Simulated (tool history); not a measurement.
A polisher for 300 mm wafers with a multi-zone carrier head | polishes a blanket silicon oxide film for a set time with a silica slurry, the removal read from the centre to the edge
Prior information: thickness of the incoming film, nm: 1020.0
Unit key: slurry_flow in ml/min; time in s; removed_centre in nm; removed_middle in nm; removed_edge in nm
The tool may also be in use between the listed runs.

run 1 day=0 | slurry_flow=190 centre_zone=1 middle_zone=1 edge_zone=1 slurry_solids=1 time=48 | removed_centre=116.85 removed_middle=112.88 removed_edge=115
run 2 day=0.138 | slurry_flow=180 centre_zone=1.03 middle_zone=0.96 edge_zone=0.98 slurry_solids=1 time=48 | removed_centre=118.93 removed_middle=109.05 removed_edge=113.55
run 3 day=0.512 | slurry_flow=175 centre_zone=1.06 middle_zone=0.92 edge_zone=0.97 slurry_solids=1 time=48 | removed_centre=121.24 removed_middle=104.24 removed_edge=112.39
run 4 day=0.829 | slurry_flow=175 centre_zone=1.06 middle_zone=0.92 edge_zone=0.97 slurry_solids=1 time=41 | removed_centre=102.33 removed_middle=88.635 removed_edge=95.668
run 5 day=0.938 | slurry_flow=175 centre_zone=1.06 middle_zone=0.92 edge_zone=0.97 slurry_solids=0.8 time=41 | removed_centre=88.597 removed_middle=74.72 removed_edge=80.678
run 6 day=0.967 | slurry_flow=195 centre_zone=1.06 middle_zone=0.92 edge_zone=0.97 slurry_solids=0.8 time=41 | removed_centre=89.8 removed_middle=76.104 removed_edge=81.508
run 7 day=1.246 | slurry_flow=195 centre_zone=1.1 middle_zone=0.93 edge_zone=1.01 slurry_solids=0.9 time=41 | removed_centre=99.558 removed_middle=84.312 removed_edge=92.611
run 8 day=1.429 | slurry_flow=200 centre_zone=1.13 middle_zone=0.92 edge_zone=1.01 slurry_solids=0.95 time=41 | removed_centre=108.53 removed_middle=89.791 removed_edge=96.81
run 9 day=1.696 | slurry_flow=210 centre_zone=1.15 middle_zone=0.91 edge_zone=1.03 slurry_solids=0.95 time=41 | removed_centre=109.45 removed_middle=86.927 removed_edge=97.152
run 10 day=1.854 | slurry_flow=210 centre_zone=1.15 middle_zone=0.91 edge_zone=1.03 slurry_solids=0.95 time=41 | removed_centre=112.49 removed_middle=84.961 removed_edge=96.638

What will run 11 give?
run 11 day=2.058 | slurry_flow=215 centre_zone=1.16 middle_zone=0.94 edge_zone=1.06 slurry_solids=0.95 time=41 | removed_centre=? removed_middle=? removed_edge=?

For run 11 the tool returned removed_centre 115.29 nm, removed_middle 89.997 nm, removed_edge 98.235 nm.
